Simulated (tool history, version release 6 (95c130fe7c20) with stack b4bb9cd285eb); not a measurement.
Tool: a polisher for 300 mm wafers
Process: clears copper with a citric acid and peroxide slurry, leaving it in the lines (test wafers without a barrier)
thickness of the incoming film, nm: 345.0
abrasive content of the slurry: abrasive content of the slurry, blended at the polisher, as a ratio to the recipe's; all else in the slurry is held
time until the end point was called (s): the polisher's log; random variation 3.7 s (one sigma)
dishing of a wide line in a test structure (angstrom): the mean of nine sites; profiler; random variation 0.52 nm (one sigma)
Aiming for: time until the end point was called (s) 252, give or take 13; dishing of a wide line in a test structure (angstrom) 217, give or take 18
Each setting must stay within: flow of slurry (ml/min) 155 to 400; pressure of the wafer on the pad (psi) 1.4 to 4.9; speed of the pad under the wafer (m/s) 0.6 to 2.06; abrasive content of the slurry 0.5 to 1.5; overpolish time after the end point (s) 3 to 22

run    day  flow of slurry (ml/min)  pressure of the wafer on the pad (psi)  speed of the pad under the wafer (m/s)  abrasive content of the slurry  overpolish time after the end point (s)  time until the end point was called (s)  dishing of a wide line in a test structure (angstrom)
  1      0                      255                                     3.1                                    1.32                               1                                       11                                   135.51                                                 232.63
  2  0.092                      255                                     2.8                                     1.3                               1                                       12                                   152.04                                                 212.42
  3  0.375                      255                                     2.8                                     1.5                               1                                       12                                   131.72                                                 235.17
  4  0.417                      255                                     2.8                                     1.5                             0.9                                       12                                      137                                                 240.99
  5  0.488                      250                                     2.5                                    1.48                            0.85                                       13                                   154.83                                                 234.42
  6  0.746                      245                                     2.3                                    1.46                             0.8                                       14                                   174.47                                                 217.36
  7  0.829                      245                                     2.1                                    1.44                             0.8                                       15                                   190.37                                                  212.4
  8    1.2                      245                                       2                                    1.44                             0.8                                       16                                   195.78                                                 220.22
  9  1.462                      245                                     1.9                                    1.44                             0.8                                       17                                   208.77                                                 224.57
 10  1.575                      245                                     1.8                                    1.44                             0.8                                       17                                   219.49                                                 208.69

Consider the 5 candidate settings below. Which is the only one whose results all fall within their allowed miss of target?
  A  1.688                      175                                     1.9                                    1.26                             0.7                                       20                                        ?                                                      ?
  B  1.688                      275                                     1.5                                     1.4                             0.7                                       18                                        ?                                                      ?
  C  1.688                      280                                     1.6                                    1.24                            0.75                                       22                                        ?                                                      ?
  D  1.688                      340                                     1.4                                    1.48                             0.5                                       22                                        ?                                                      ?
  E  1.688                      300                                     1.7                                    1.52                            0.65                                       18                                        ?                                                      ?

move  time until the end point was called (s)  dishing of a wide line in a test structure (angstrom)
   A                                   243.96                                                 216.46
   B                                   261.61                                                 182.59
   C                                   270.52                                                 213.41
   D                                   270.57                                                 212.04
   E                                   216.27                                                 218.42
A: every result within its allowed miss
B: puts the biggest miss on target and leaves a different result outside tolerance
C: moves the result that the last run missed by most past its target, out the other side
D: moves the result that the last run missed by most past its target, out the other side
E: the biggest miss grows against the last run
Correct choice: A, which meets every target
